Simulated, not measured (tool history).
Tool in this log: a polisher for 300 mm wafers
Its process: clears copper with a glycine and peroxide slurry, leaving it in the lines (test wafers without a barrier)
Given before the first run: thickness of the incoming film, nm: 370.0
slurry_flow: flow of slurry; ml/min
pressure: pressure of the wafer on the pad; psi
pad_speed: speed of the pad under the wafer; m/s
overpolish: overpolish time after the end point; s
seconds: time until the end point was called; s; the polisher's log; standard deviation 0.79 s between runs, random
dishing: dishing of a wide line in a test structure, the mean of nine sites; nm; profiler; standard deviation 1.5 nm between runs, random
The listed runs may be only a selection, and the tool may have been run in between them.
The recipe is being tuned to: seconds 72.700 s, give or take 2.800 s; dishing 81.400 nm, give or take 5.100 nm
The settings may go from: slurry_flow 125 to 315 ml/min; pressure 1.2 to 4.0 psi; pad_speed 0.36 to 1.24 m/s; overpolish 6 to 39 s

run	hour	slurry_flow	pressure	pad_speed	overpolish	seconds	dishing
1	0.0	205	2.6	0.80	20	89.512	51.536
2	1.7	205	2.6	0.98	20	75.055	57.136
3	3.1	205	2.6	0.98	23	75.072	61.480
4	6.7	160	2.6	0.98	23	77.740	61.949
5	12.2	160	2.6	0.98	24	78.844	62.740
6	16.6	165	2.6	0.98	25	78.188	66.358
7	19.1	175	2.7	0.98	27	73.889	68.245
8	27.5	175	2.7	0.98	28	74.867	71.109
9	33.2	175	2.7	0.98	29	76.227	70.267
10	34.1	175	2.7	0.98	30	75.314	71.988
11	43.0	175	2.7	0.98	31	75.235	76.744

Exercise: of the 4 proposed moves below, exactly one satisfies all targets within the stated allowed misses. Which move is it?
A	51.9	215	2.0	1.24	27	?	?
B	51.9	205	3.6	0.78	27	?	?
C	51.9	165	2.5	1.00	36	?	?
D	51.9	195	2.6	1.06	35	?	?

move	seconds	dishing
A	74.639	66.869
B	73.129	72.267
C	79.164	79.041
D	71.952	82.040
A: lands further from the targets than the last run did
B: lands further from the targets than the last run did
C: brings the last run's worst result on target, with another outside its allowed miss
D: all results land within tolerance of their targets
Go with D: it meets all targets.
